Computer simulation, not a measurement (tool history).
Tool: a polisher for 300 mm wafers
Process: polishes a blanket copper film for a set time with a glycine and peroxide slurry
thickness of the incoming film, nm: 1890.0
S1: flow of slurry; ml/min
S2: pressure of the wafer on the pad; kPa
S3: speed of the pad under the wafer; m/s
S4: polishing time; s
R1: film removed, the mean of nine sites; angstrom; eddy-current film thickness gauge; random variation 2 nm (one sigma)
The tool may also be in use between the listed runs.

run	hour	S1	S2	S3	S4	R1
1	0.0	210	18.6	1.18	44	2784.2
2	4.1	210	18.6	1.18	44	2837.0
3	9.1	235	18.6	1.18	44	2876.5
4	15.1	235	18.6	1.42	44	3373.9
5	16.6	230	18.6	1.42	44	3316.2
6	21.4	230	14.5	1.42	44	2712.5
7	25.7	240	15.2	1.42	44	2838.1
8	30.8	250	15.2	1.42	44	2849.0
9	37.9	255	15.9	1.42	44	2948.9

The next listed run, before its measurement:
10	43.7	260	15.9	1.42	44	?

Run 10 gave R1 2997.8 angstrom.

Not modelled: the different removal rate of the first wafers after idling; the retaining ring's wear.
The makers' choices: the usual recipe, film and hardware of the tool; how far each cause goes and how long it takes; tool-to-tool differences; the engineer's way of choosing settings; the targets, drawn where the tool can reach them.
